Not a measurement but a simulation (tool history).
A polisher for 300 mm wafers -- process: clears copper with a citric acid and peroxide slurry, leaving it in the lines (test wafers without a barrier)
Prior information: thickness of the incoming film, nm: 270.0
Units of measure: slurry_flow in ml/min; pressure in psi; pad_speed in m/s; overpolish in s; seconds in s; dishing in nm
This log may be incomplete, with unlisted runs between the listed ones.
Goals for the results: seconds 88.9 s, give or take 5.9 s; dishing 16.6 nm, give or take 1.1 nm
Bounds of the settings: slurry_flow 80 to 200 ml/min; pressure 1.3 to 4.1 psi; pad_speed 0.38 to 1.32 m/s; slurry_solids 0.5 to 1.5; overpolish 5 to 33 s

| run | day | slurry_flow | pressure | pad_speed | slurry_solids | overpolish | seconds | dishing |
|---|---|---|---|---|---|---|---|---|
| 1 | 0 | 130 | 2.7 | 0.84 | 1 | 17 | 124.68 | 26.408 |
| 2 | 0.138 | 130 | 3 | 0.84 | 1 | 17 | 118.56 | 29.362 |
| 3 | 0.488 | 135 | 2.7 | 0.96 | 1 | 13 | 117.06 | 22.943 |
| 4 | 0.579 | 105 | 2.7 | 0.96 | 1 | 13 | 125.33 | 21.861 |
| 5 | 0.779 | 135 | 2.5 | 1.04 | 1.05 | 10 | 117.3 | 17.586 |
| 6 | 1.133 | 135 | 2.5 | 1.04 | 1.05 | 5 | 117.57 | 9.1463 |
| 7 | 1.321 | 125 | 2.7 | 1.08 | 1.05 | 6 | 105.45 | 11.854 |
| 8 | 1.588 | 120 | 2.8 | 1.1 | 1.05 | 7 | 100.54 | 14.293 |
| 9 | 1.712 | 120 | 2.9 | 1.1 | 1.05 | 7 | 100.95 | 15.009 |

Exercise: of the 4 proposed moves below, exactly one satisfies all targets within the stated allowed misses. Which move is it?
| A | 1.838 | 125 | 3 | 1.24 | 1.05 | 5 | ? | ? |
| B | 1.838 | 125 | 3.2 | 1.24 | 1.25 | 6 | ? | ? |
| C | 1.838 | 140 | 3.1 | 1.32 | 1.05 | 5 | ? | ? |
| D | 1.838 | 125 | 3 | 1.16 | 1.2 | 7 | ? | ? |

| move | seconds | dishing |
|---|---|---|
| A | 83.911 | 12.685 |
| B | 76.707 | 16.478 |
| C | 75.221 | 14.096 |
| D | 87.147 | 16.882 |
A: gets the furthest-off result to its target, but another result is out of tolerance
B: the result that was furthest off in the last run now lies on the other side of its target
C: the result that was furthest off in the last run now lies on the other side of its target
D: hits every target within its allowed miss
So the answer is move D, the one that meets all the targets.
